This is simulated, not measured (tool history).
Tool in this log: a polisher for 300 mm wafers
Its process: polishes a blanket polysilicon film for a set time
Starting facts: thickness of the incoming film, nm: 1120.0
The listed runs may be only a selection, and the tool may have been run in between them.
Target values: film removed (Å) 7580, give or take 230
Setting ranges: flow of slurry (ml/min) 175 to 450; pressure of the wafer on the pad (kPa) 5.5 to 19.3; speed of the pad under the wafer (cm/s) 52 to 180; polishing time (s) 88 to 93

| run | hour | flow of slurry (ml/min) | pressure of the wafer on the pad (kPa) | speed of the pad under the wafer (cm/s) | polishing time (s) | film removed (Å) |
|---|---|---|---|---|---|---|
| 1 | 0 | 290 | 12.4 | 116 | 88 | 4747.9 |
| 2 | 7.1 | 245 | 12.4 | 116 | 88 | 4701.4 |
| 3 | 11.1 | 245 | 14.5 | 116 | 88 | 5525.7 |
| 4 | 19.5 | 245 | 15.9 | 116 | 88 | 6010.3 |
| 5 | 24.7 | 245 | 17.2 | 116 | 88 | 6440.2 |
| 6 | 29.3 | 300 | 17.2 | 116 | 88 | 6571.8 |
| 7 | 29.8 | 300 | 17.9 | 116 | 88 | 6846.4 |
| 8 | 31.6 | 300 | 18.6 | 116 | 88 | 7224.1 |

Consider the 4 candidate settings below. Which is the only one whose results all fall within their allowed miss of target?
| A | 33.4 | 280 | 17.9 | 120 | 88 | ? |
| B | 33.4 | 255 | 19.3 | 116 | 91 | ? |
| C | 33.4 | 300 | 18.6 | 114 | 88 | ? |
| D | 33.4 | 270 | 18.6 | 116 | 88 | ? |

| move | film removed (Å) |
|---|---|
| A | 7001.9 |
| B | 7480.2 |
| C | 6947.9 |
| D | 7011.2 |
A: its largest miss is bigger than the last run's
B: every result within its allowed miss
C: its largest miss is bigger than the last run's
D: its largest miss is bigger than the last run's
The move that meets every target is B.
